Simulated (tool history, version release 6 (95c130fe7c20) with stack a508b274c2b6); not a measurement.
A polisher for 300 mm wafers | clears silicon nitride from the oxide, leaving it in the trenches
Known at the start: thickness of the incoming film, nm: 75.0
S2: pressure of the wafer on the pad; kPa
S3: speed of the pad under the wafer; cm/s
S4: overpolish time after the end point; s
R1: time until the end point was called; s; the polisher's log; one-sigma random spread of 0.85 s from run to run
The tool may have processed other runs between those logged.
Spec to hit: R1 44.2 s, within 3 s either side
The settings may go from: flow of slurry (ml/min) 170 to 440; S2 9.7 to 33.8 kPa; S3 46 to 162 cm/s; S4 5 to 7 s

{"run": 1, "hour": 0.0, "flow of slurry (ml/min)": 280, "S2": 21.4, "S3": 104, "S4": 7, "R1": 59.011}
{"run": 2, "hour": 7.9, "flow of slurry (ml/min)": 280, "S2": 21.4, "S3": 104, "S4": 5, "R1": 58.872}
{"run": 3, "hour": 15.4, "flow of slurry (ml/min)": 280, "S2": 22.1, "S3": 104, "S4": 5, "R1": 55.491}
{"run": 4, "hour": 18.4, "flow of slurry (ml/min)": 280, "S2": 22.8, "S3": 104, "S4": 5, "R1": 55.504}
{"run": 5, "hour": 20.6, "flow of slurry (ml/min)": 280, "S2": 23.4, "S3": 104, "S4": 5, "R1": 52.579}
{"run": 6, "hour": 23.3, "flow of slurry (ml/min)": 280, "S2": 24.1, "S3": 104, "S4": 5, "R1": 51.794}
{"run": 7, "hour": 26.1, "flow of slurry (ml/min)": 280, "S2": 24.8, "S3": 104, "S4": 5, "R1": 50.646}
{"run": 8, "hour": 31.4, "flow of slurry (ml/min)": 280, "S2": 25.5, "S3": 104, "S4": 5, "R1": 46.916}
{"run": 9, "hour": 33.0, "flow of slurry (ml/min)": 280, "S2": 26.2, "S3": 104, "S4": 5, "R1": 48.093}

Below are 5 possible settings for the next run. Only one of them brings all results inside the allowed miss of their targets. Which is it?
{"run": "A", "hour": 34.6, "flow of slurry (ml/min)": 230, "S2": 26.9, "S3": 94, "S4": 5, "R1": "?"}
{"run": "B", "hour": 34.6, "flow of slurry (ml/min)": 340, "S2": 29, "S3": 80, "S4": 5, "R1": "?"}
{"run": "C", "hour": 34.6, "flow of slurry (ml/min)": 280, "S2": 24.8, "S3": 94, "S4": 5, "R1": "?"}
{"run": "D", "hour": 34.6, "flow of slurry (ml/min)": 210, "S2": 26.2, "S3": 94, "S4": 6, "R1": "?"}
{"run": "E", "hour": 34.6, "flow of slurry (ml/min)": 220, "S2": 24.8, "S3": 124, "S4": 7, "R1": "?"}

move=A R1=52.509
move=B R1=53.199
move=C R1=55.561
move=D R1=54.48
move=E R1=45.639
A: its largest miss is bigger than the last run's
B: its largest miss is bigger than the last run's
C: its largest miss is bigger than the last run's
D: its largest miss is bigger than the last run's
E: all results in spec
The right move is E.
